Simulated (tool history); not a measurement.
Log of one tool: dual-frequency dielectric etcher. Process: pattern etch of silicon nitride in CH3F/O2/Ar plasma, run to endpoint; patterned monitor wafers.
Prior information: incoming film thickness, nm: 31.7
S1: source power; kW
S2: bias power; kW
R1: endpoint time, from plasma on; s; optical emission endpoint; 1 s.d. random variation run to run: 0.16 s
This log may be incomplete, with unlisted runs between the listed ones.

| run | hour | S1 | S2 | R1 |
|---|---|---|---|---|
| 1 | 0.0 | 0.490 | 0.078 | 42.192 |
| 2 | 0.8 | 0.560 | 0.078 | 40.427 |
| 3 | 4.8 | 0.520 | 0.078 | 41.386 |
| 4 | 11.3 | 0.490 | 0.078 | 42.175 |
| 5 | 19.8 | 0.470 | 0.077 | 42.766 |
| 6 | 28.4 | 0.560 | 0.077 | 40.540 |
| 7 | 32.6 | 0.530 | 0.075 | 41.791 |
| 8 | 38.9 | 0.510 | 0.074 | 42.294 |
| 9 | 40.4 | 0.490 | 0.073 | 42.990 |
| 10 | 48.2 | 0.470 | 0.072 | 43.806 |
| 11 | 57.2 | 0.460 | 0.071 | 44.204 |

Expected results for the next run?
| 12 | 65.4 | 0.450 | 0.070 | ? |

R1: 44.645 s
